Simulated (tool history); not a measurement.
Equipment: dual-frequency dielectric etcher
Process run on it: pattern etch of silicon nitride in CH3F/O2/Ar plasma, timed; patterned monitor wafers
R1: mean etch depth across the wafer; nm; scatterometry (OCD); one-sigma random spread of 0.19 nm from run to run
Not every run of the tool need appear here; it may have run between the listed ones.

Run 1, hour 0.0: source power (W) 380, bias power (W) 85, etch time (s) 61. Result: R1 45.918 nm.
Run 2, hour 2.5: source power (W) 360, bias power (W) 83, etch time (s) 61. Result: R1 44.611 nm.
Run 3, hour 10.7: source power (W) 360, bias power (W) 92, etch time (s) 61. Result: R1 46.704 nm.
Run 4, hour 15.0: source power (W) 360, bias power (W) 92, etch time (s) 61. Result: R1 46.397 nm.
Run 5, hour 18.8: source power (W) 360, bias power (W) 99, etch time (s) 61. Result: R1 48.053 nm.
Run 6, hour 26.5: source power (W) 390, bias power (W) 99, etch time (s) 61. Result: R1 49.666 nm.
Run 7, hour 32.7: source power (W) 350, bias power (W) 96, etch time (s) 61. Result: R1 46.666 nm.
Run 8, hour 40.3: source power (W) 330, bias power (W) 95, etch time (s) 61. Result: R1 45.333 nm.
Run 9, hour 42.1: source power (W) 310, bias power (W) 94, etch time (s) 61. Result: R1 44.294 nm.
Run 10, hour 45.3: source power (W) 300, bias power (W) 93, etch time (s) 61. Result: R1 43.989 nm.

Run 11 is up next; what results do you expect?
Run 11, hour 53.3: source power (W) 230, bias power (W) 87, etch time (s) 61. Result: R1 ?.

{"run 11": {"R1": 38.15}}
